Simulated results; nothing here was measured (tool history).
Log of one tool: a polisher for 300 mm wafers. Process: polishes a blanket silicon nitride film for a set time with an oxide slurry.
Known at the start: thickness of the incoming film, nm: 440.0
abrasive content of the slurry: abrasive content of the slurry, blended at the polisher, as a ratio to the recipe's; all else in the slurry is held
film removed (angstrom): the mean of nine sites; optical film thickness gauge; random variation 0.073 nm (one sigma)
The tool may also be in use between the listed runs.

run	hour	flow of slurry (ml/min)	pressure of the wafer on the pad (psi)	speed of the pad under the wafer (cm/s)	abrasive content of the slurry	polishing time (s)	film removed (angstrom)
1	0	125	2.8	90	1	31	147.07
2	4.1	125	3.4	90	1	31	177.77
3	5.7	120	2.9	90	1	31	151.74
4	8.2	120	2.9	90	0.85	31	135.52
5	11.3	150	2.9	90	0.85	31	143.27
6	17.1	150	2.9	90	0.85	31	143.39

Run 7 comes next. What will it give?
7	25.6	115	2.1	88	0.85	31	?

film removed (angstrom): 100.03

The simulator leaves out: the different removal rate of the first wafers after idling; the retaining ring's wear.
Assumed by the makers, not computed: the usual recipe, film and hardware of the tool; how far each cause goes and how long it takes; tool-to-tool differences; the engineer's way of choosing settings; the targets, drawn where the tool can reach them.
